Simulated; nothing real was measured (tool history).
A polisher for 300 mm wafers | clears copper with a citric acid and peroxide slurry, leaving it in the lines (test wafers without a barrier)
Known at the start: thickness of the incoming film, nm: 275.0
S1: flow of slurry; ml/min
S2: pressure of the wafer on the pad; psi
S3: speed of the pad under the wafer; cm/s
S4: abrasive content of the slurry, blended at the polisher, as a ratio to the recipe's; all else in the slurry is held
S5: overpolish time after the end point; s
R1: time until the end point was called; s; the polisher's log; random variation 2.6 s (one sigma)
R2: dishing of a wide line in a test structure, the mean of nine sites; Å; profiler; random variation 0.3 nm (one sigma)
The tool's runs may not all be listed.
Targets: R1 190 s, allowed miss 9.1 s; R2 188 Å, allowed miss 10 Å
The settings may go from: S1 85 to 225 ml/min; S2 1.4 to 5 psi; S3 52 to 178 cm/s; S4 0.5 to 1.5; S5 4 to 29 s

run    day   S1   S2   S3    S4  S5      R1      R2
  1      0  145  3.2  114     1  15   97.23  269.17
  2  0.058  145  3.2  132     1  15  87.425   306.3
  3  0.188  145  3.2  132  0.85  15  92.467  283.03
  4  0.333  145    3  130  0.85  15  99.884  269.32
     0.642  -- slurry nozzle cleaned
  5  0.642  145  2.8  128  0.85  15  97.945   266.2
  6  0.704  145  2.8  128  0.85   9  101.07   169.8
  7  1.021  145  2.6  122  0.85  10  112.64  169.43
  8  1.317  145  2.5  118  0.85  11  121.34  171.79
  9  1.367  145  2.4  116  0.85  12  129.28  177.17
 10  1.671  145  2.3  116  0.85  13  133.16  178.95
 11  2.012  145  2.2  116  0.85  14   142.1   190.8
 12  2.246  145  2.1  116  0.85  14  148.85  181.71
 13  2.446  145    2  116  0.85  14  151.67   172.3

4 next moves are on the table. One of them brings every result within its allowed miss. Which?
  A  2.646  160  2.3  122  0.85  12   ?   ?
  B  2.646  155  2.4  120  0.85  13   ?   ?
  C  2.646  150  2.6  124  0.95  11   ?   ?
  D  2.646  150  2.3   98  0.55  19   ?   ?

move      R1      R2
   A  124.29  178.29
   B  121.88  195.28
   C  105.94  191.19
   D  183.96  189.51
A: further off than the last run
B: further off than the last run
C: further off than the last run
D: meets every target
Answer: D
